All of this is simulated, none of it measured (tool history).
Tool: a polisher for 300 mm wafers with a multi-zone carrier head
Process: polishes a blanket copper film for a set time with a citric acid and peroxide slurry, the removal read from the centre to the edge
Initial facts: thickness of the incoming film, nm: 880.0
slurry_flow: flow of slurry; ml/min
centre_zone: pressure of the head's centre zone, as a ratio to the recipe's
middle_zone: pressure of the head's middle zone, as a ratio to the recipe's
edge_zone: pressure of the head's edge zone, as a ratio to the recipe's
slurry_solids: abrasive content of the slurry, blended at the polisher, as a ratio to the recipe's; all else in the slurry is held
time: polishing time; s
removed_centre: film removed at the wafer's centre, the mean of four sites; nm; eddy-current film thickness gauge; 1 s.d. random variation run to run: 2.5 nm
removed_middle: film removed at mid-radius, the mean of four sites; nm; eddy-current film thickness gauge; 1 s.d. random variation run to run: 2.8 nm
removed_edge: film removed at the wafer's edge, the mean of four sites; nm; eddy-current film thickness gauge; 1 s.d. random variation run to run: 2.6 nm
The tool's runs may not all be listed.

run	hour	slurry_flow	centre_zone	middle_zone	edge_zone	slurry_solids	time	removed_centre	removed_middle	removed_edge
1	0.0	195	1.00	1.00	1.00	1.00	65	215.24	211.34	215.25
2	7.7	195	1.08	1.00	1.00	1.00	65	230.15	210.38	214.55
3	13.5	195	1.08	1.04	1.00	1.00	65	232.75	215.13	217.94
4	20.3	195	1.08	1.04	1.08	1.00	65	230.82	216.80	218.40
5	29.0	195	1.08	1.10	1.08	1.00	65	230.19	227.15	225.89
6	29.9	200	1.09	1.11	1.09	1.05	65	231.77	229.38	227.30
7	35.8	205	1.10	1.11	1.09	1.10	65	241.79	233.63	228.57
8	39.4	205	1.10	1.11	1.09	1.10	65	239.31	231.99	232.47

Run 9 is up next; what results do you expect?
9	46.4	210	1.11	1.12	1.09	1.10	65	?	?	?

Run 9 produced removed_centre 241.75 nm, removed_middle 233.76 nm, removed_edge 228.86 nm.
